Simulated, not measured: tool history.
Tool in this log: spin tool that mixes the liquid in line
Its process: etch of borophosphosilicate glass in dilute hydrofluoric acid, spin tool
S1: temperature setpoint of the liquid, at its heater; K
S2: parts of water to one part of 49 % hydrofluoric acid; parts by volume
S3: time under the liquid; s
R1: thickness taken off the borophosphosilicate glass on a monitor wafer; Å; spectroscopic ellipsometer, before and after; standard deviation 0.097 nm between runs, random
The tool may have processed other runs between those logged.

run,hour,S1,S2,S3,R1
1,0,295.15,200,115,144.32
2,1.5,295.15,260,115,104.88
3,10.1,296.65,250,115,116.13
4,11,297.65,240,115,126.73
5,16,298.65,235,115,134.92
6,24.2,298.65,235,125,145.64
7,32.6,299.65,230,125,156.29
8,40.7,300.15,225,125,164.11
9,49.5,300.15,225,125,162.67

For run 10, what comes out?
10,57.6,300.65,220,125,?

{"run 10": {"R1": 172.23}}

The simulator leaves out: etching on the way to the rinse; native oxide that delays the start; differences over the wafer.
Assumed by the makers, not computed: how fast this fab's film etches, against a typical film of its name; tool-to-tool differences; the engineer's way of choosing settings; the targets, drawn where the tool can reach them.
